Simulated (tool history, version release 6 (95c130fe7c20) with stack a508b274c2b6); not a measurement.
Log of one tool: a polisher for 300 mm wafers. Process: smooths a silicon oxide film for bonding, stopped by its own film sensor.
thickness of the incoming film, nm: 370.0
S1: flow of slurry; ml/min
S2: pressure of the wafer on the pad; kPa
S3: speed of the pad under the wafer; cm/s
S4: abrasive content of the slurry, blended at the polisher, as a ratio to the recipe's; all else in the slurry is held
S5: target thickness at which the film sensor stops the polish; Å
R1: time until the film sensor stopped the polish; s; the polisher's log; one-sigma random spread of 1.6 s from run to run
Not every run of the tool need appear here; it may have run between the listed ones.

Run 1, hour 0: S1 125 ml/min, S2 9.7 kPa, S3 72 cm/s, S4 1, S5 3210 Å. Result: R1 111.55 s.
Run 2, hour 2.7: S1 125 ml/min, S2 9.7 kPa, S3 62 cm/s, S4 1, S5 3210 Å. Result: R1 120.65 s.
Run 3, hour 8.5: S1 125 ml/min, S2 9.7 kPa, S3 62 cm/s, S4 1, S5 3190 Å. Result: R1 124.04 s.
Run 4, hour 12.2: S1 125 ml/min, S2 9.7 kPa, S3 62 cm/s, S4 0.85, S5 3190 Å. Result: R1 132.57 s.
Run 5, hour 14.8: S1 155 ml/min, S2 9.7 kPa, S3 62 cm/s, S4 0.85, S5 3190 Å. Result: R1 135.45 s.
Run 6, hour 21: S1 130 ml/min, S2 9.7 kPa, S3 62 cm/s, S4 0.85, S5 3190 Å. Result: R1 135.91 s.

Run 7 has not been measured yet. What should we expect?
Run 7, hour 24.7: S1 130 ml/min, S2 12.4 kPa, S3 70 cm/s, S4 0.85, S5 3190 Å. Result: R1 ?.

R1: 101.38 s

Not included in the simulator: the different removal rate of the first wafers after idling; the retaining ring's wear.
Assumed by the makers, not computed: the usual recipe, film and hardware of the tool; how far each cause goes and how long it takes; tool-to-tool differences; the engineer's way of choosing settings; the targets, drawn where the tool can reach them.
